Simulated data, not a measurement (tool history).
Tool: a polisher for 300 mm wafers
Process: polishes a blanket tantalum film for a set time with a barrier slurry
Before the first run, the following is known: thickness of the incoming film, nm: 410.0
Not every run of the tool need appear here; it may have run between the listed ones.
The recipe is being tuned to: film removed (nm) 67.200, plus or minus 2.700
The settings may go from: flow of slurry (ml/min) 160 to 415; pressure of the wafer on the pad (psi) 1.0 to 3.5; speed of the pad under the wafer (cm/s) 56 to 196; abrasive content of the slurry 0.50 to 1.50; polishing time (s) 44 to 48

| run | hour | flow of slurry (ml/min) | pressure of the wafer on the pad (psi) | speed of the pad under the wafer (cm/s) | abrasive content of the slurry | polishing time (s) | film removed (nm) |
|---|---|---|---|---|---|---|---|
| 1 | 0.0 | 265 | 2.2 | 126 | 1.00 | 48 | 96.102 |
| 2 | 2.2 | 265 | 2.2 | 152 | 1.00 | 48 | 117.910 |
| 3 | 3.5 | 265 | 2.2 | 134 | 1.00 | 48 | 102.700 |
| 4 | 11.8 | 265 | 2.1 | 134 | 1.00 | 48 | 97.828 |
| 5 | 14.2 | 265 | 2.0 | 134 | 1.00 | 48 | 93.753 |
| 6 | 18.3 | 265 | 2.0 | 134 | 1.00 | 44 | 85.673 |
| 7 | 26.5 | 265 | 1.9 | 134 | 1.00 | 44 | 80.988 |
| 8 | 31.3 | 265 | 1.7 | 134 | 1.00 | 44 | 74.591 |

4 candidate next runs follow, results not yet known. Just one meets every target within its allowed miss. Identify it.
| A | 36.1 | 240 | 1.8 | 116 | 1.00 | 48 | ? |
| B | 36.1 | 275 | 1.8 | 114 | 1.15 | 48 | ? |
| C | 36.1 | 305 | 1.5 | 130 | 1.15 | 44 | ? |
| D | 36.1 | 285 | 1.7 | 136 | 1.00 | 44 | ? |

| move | film removed (nm) |
|---|---|
| A | 72.878 |
| B | 75.167 |
| C | 66.442 |
| D | 75.337 |
A: nearer the targets than the last run, but a result is still out of spec
B: further off than the last run
C: every result lands within tolerance
D: further off than the last run
Answer: C
